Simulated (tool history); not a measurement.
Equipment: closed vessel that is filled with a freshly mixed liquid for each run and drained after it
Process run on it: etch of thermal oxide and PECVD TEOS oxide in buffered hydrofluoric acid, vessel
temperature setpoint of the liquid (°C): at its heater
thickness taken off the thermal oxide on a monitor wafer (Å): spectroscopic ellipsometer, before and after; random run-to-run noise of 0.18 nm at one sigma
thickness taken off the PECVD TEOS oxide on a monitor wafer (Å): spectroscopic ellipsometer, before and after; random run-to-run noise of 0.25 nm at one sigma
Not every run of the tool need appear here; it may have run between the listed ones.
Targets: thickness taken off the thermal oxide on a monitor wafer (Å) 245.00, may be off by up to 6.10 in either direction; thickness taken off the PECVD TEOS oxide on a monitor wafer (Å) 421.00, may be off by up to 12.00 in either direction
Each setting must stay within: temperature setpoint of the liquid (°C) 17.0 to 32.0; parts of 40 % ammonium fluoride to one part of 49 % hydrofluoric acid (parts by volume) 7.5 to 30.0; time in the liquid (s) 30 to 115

| run | day | temperature setpoint of the liquid (°C) | parts of 40 % ammonium fluoride to one part of 49 % hydrofluoric acid (parts by volume) | time in the liquid (s) | thickness taken off the thermal oxide on a monitor wafer (Å) | thickness taken off the PECVD TEOS oxide on a monitor wafer (Å) |
|---|---|---|---|---|---|---|
| 1 | 0.000 | 24.0 | 20.5 | 60 | 358.56 | 623.46 |
| 2 | 0.371 | 26.0 | 20.5 | 60 | 399.10 | 681.15 |
| 3 | 0.642 | 25.0 | 21.0 | 60 | 370.45 | 636.05 |
| 4 | 0.667 | 25.0 | 21.0 | 35 | 216.50 | 371.63 |
|  | 0.917 | hydrofluoric acid flow meter replaced |
| 5 | 0.917 | 23.0 | 21.0 | 35 | 183.10 | 319.99 |
| 6 | 1.146 | 24.5 | 21.0 | 35 | 198.18 | 340.69 |
| 7 | 1.421 | 25.0 | 21.0 | 35 | 205.74 | 354.00 |
| 8 | 1.521 | 25.5 | 21.0 | 35 | 208.75 | 363.22 |
| 9 | 1.821 | 26.0 | 21.0 | 35 | 217.14 | 374.07 |
| 10 | 2.192 | 26.5 | 21.0 | 35 | 224.93 | 386.08 |
| 11 | 2.354 | 27.5 | 21.0 | 35 | 237.19 | 406.44 |

Consider the 4 candidate settings below. Which is the only one whose results all fall within their allowed miss of target?
| A | 2.517 | 32.0 | 24.5 | 30 | ? | ? |
| B | 2.517 | 25.5 | 19.0 | 35 | ? | ? |
| C | 2.517 | 27.0 | 22.0 | 35 | ? | ? |
| D | 2.517 | 29.5 | 19.0 | 30 | ? | ? |

| move | thickness taken off the thermal oxide on a monitor wafer (Å) | thickness taken off the PECVD TEOS oxide on a monitor wafer (Å) |
|---|---|---|
| A | 230.43 | 391.84 |
| B | 229.82 | 390.79 |
| C | 221.92 | 377.37 |
| D | 244.03 | 414.96 |
A: misses by more than the last run did
B: misses by more than the last run did
C: misses by more than the last run did
D: every result lands within tolerance
The right move is D.

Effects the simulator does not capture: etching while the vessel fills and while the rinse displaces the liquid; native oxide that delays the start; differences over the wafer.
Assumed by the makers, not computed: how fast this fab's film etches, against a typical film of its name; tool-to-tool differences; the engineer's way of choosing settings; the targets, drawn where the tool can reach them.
